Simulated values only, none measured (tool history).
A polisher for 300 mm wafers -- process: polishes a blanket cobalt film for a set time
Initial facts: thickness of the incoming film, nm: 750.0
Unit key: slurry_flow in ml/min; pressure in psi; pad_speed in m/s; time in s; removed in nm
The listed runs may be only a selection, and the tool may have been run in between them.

| run | hour | slurry_flow | pressure | pad_speed | time | removed |
|---|---|---|---|---|---|---|
| 1 | 0 | 125 | 2 | 1.04 | 22 | 108.63 |
| 2 | 8.7 | 125 | 2 | 1.04 | 22 | 108.25 |
| 3 | 17.2 | 125 | 2 | 1.04 | 22 | 109.73 |
| 4 | 20.2 | 105 | 2 | 1.04 | 22 | 104.17 |
| 5 | 21.9 | 105 | 2.2 | 1.04 | 22 | 115.61 |
| 6 | 28 | 135 | 2.2 | 1.04 | 22 | 123.16 |
| 7 | 29.3 | 130 | 2 | 1.02 | 22 | 106.15 |

What will run 8 give?
| 8 | 34.7 | 125 | 1.8 | 1 | 22 | ? |

removed: 94.386 nm
